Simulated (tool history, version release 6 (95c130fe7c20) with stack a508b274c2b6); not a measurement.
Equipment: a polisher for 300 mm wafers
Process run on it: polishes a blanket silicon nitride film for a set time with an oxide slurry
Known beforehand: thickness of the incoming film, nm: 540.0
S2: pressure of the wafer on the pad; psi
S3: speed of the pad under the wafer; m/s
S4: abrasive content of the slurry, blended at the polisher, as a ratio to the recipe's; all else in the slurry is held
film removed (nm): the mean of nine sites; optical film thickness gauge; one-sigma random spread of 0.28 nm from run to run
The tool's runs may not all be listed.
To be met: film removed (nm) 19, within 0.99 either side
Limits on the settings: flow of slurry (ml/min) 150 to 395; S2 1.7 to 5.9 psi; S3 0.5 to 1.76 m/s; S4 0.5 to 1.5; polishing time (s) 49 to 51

{"run": 1, "hour": 0.0, "flow of slurry (ml/min)": 250, "S2": 3.8, "S3": 1.12, "S4": 1, "polishing time (s)": 49, "film removed (nm)": 35.303}
{"run": 2, "hour": 7.2, "flow of slurry (ml/min)": 250, "S2": 3.3, "S3": 1.08, "S4": 1, "polishing time (s)": 49, "film removed (nm)": 30.173}
{"run": 3, "hour": 8.4, "flow of slurry (ml/min)": 250, "S2": 2.9, "S3": 1.06, "S4": 1, "polishing time (s)": 49, "film removed (nm)": 26.961}
{"run": 4, "hour": 12.2, "flow of slurry (ml/min)": 250, "S2": 2.6, "S3": 1.04, "S4": 1, "polishing time (s)": 49, "film removed (nm)": 23.924}
{"run": 5, "hour": 13.7, "flow of slurry (ml/min)": 250, "S2": 2.6, "S3": 1.04, "S4": 0.85, "polishing time (s)": 49, "film removed (nm)": 21.709}
{"run": 6, "hour": 19.1, "flow of slurry (ml/min)": 250, "S2": 3, "S3": 1.04, "S4": 0.85, "polishing time (s)": 49, "film removed (nm)": 24.016}
{"run": 7, "hour": 25.5, "flow of slurry (ml/min)": 250, "S2": 2.8, "S3": 1.04, "S4": 0.85, "polishing time (s)": 49, "film removed (nm)": 22.599}
{"run": 8, "hour": 32.6, "flow of slurry (ml/min)": 250, "S2": 2.6, "S3": 1.04, "S4": 0.85, "polishing time (s)": 49, "film removed (nm)": 20.838}
{"run": 9, "hour": 36.5, "flow of slurry (ml/min)": 250, "S2": 2.5, "S3": 1.04, "S4": 0.85, "polishing time (s)": 49, "film removed (nm)": 19.854}

5 candidate next runs follow, results not yet known. Just one meets every target within its allowed miss. Identify it.
{"run": "A", "hour": 40.4, "flow of slurry (ml/min)": 285, "S2": 3, "S3": 1.14, "S4": 0.65, "polishing time (s)": 51, "film removed (nm)": "?"}
{"run": "B", "hour": 40.4, "flow of slurry (ml/min)": 265, "S2": 2.3, "S3": 1.08, "S4": 1, "polishing time (s)": 51, "film removed (nm)": "?"}
{"run": "C", "hour": 40.4, "flow of slurry (ml/min)": 225, "S2": 2.4, "S3": 1.18, "S4": 0.85, "polishing time (s)": 49, "film removed (nm)": "?"}
{"run": "D", "hour": 40.4, "flow of slurry (ml/min)": 175, "S2": 2, "S3": 1.08, "S4": 1.1, "polishing time (s)": 51, "film removed (nm)": "?"}
{"run": "E", "hour": 40.4, "flow of slurry (ml/min)": 260, "S2": 2.3, "S3": 1, "S4": 1.05, "polishing time (s)": 51, "film removed (nm)": "?"}

move=A film_removed_(nm)=22.524
move=B film_removed_(nm)=22.851
move=C film_removed_(nm)=21.556
move=D film_removed_(nm)=19.623
move=E film_removed_(nm)=22.04
A: further off than the last run
B: further off than the last run
C: further off than the last run
D: all results in spec
E: further off than the last run
D is the move that brings every result within its allowed miss.
